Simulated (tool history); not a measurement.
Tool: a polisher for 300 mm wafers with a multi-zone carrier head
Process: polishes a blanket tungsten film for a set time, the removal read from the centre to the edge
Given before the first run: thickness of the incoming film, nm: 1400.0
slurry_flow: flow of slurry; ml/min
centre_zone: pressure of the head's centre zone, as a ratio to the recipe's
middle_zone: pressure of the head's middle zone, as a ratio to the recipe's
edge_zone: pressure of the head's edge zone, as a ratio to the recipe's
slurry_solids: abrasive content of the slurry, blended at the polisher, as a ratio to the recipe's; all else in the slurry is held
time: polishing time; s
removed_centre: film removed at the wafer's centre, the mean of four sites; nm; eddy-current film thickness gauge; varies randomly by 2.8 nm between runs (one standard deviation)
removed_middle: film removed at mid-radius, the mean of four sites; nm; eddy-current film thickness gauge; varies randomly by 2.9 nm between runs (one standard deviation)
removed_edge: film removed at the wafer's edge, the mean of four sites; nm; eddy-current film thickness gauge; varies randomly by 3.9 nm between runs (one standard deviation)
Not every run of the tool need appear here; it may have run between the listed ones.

run	hour	slurry_flow	centre_zone	middle_zone	edge_zone	slurry_solids	time	removed_centre	removed_middle	removed_edge
1	0.0	135	1.00	1.00	1.00	1.00	89	370.43	364.84	367.33
2	4.0	135	1.00	1.00	1.00	1.00	107	442.75	436.94	448.05
3	7.1	135	1.00	1.00	0.94	1.00	107	449.35	437.67	440.85
4	11.7	135	1.00	1.00	0.94	0.80	107	417.79	412.87	415.02
5	13.1	135	1.00	1.00	0.94	0.80	121	473.55	457.16	465.58
6	13.8	135	1.00	0.93	0.94	0.80	121	472.70	433.10	472.15
7	20.2	130	0.99	0.93	0.92	0.75	116	436.75	403.53	425.04
8	27.5	120	0.96	0.91	0.91	0.70	115	401.13	382.50	407.33

Predict the results of run 9:
9	36.1	105	0.91	0.87	0.82	0.50	102	?	?	?

removed_centre: 297.71 nm
removed_middle: 281.71 nm
removed_edge: 312.49 nm
